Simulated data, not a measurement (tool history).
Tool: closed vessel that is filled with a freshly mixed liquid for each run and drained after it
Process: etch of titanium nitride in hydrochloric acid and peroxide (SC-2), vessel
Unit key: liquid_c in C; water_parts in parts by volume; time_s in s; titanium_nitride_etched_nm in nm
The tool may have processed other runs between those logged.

{"run": 1, "hour": 0.0, "liquid_c": 56, "water_parts": 6, "time_s": 280, "titanium_nitride_etched_nm": 29.881}
{"run": 2, "hour": 1.2, "liquid_c": 57.5, "water_parts": 6, "time_s": 280, "titanium_nitride_etched_nm": 32.749}
{"run": 3, "hour": 8.0, "liquid_c": 61.5, "water_parts": 6, "time_s": 280, "titanium_nitride_etched_nm": 42.21}
{"run": 4, "hour": 16.7, "liquid_c": 61.5, "water_parts": 6, "time_s": 300, "titanium_nitride_etched_nm": 44.964}
{"run": 5, "hour": 18.4, "liquid_c": 66.5, "water_parts": 6, "time_s": 300, "titanium_nitride_etched_nm": 60.941}
{"run": 6, "hour": 26.6, "liquid_c": 66.5, "water_parts": 4, "time_s": 300, "titanium_nitride_etched_nm": 82.528}

What will run 7 give?
{"run": 7, "hour": 30.1, "liquid_c": 65.5, "water_parts": 4, "time_s": 300, "titanium_nitride_etched_nm": "?"}

{"run 7": {"titanium_nitride_etched_nm": 77.048}}
